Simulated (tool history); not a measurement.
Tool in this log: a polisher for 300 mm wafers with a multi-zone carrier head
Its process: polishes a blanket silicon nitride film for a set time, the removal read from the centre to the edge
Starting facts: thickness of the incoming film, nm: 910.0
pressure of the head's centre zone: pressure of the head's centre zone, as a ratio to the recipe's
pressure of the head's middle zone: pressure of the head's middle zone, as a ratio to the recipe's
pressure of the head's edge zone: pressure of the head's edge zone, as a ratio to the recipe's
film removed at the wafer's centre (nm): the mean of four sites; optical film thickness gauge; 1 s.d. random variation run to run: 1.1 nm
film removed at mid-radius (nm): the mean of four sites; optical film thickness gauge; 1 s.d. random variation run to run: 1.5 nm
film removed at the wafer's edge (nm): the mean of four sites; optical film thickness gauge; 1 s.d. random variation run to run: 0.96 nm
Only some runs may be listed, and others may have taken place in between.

run	hour	flow of slurry (ml/min)	pressure of the head's centre zone	pressure of the head's middle zone	pressure of the head's edge zone	polishing time (s)	film removed at the wafer's centre (nm)	film removed at mid-radius (nm)	film removed at the wafer's edge (nm)
1	0.0	190	1.00	1.00	1.00	70	143.00	150.18	147.26
2	7.8	215	1.00	1.00	1.00	70	147.97	149.80	147.06
3	14.1	215	1.00	0.93	1.00	70	149.37	141.49	148.04
4	19.0	215	1.00	0.93	0.98	69	145.82	140.79	144.97
5	27.3	215	1.00	0.93	0.97	68	144.75	137.34	142.36
6	30.3	215	1.00	0.93	0.96	67	139.18	137.33	139.01
7	38.6	215	1.01	0.92	0.95	66	139.54	130.76	133.68

What will run 8 give?
8	44.9	215	1.01	0.92	0.95	66	?	?	?

{"run 8": {"film removed at the wafer's centre (nm)": 139.37, "film removed at mid-radius (nm)": 131.96, "film removed at the wafer's edge (nm)": 138.81}}
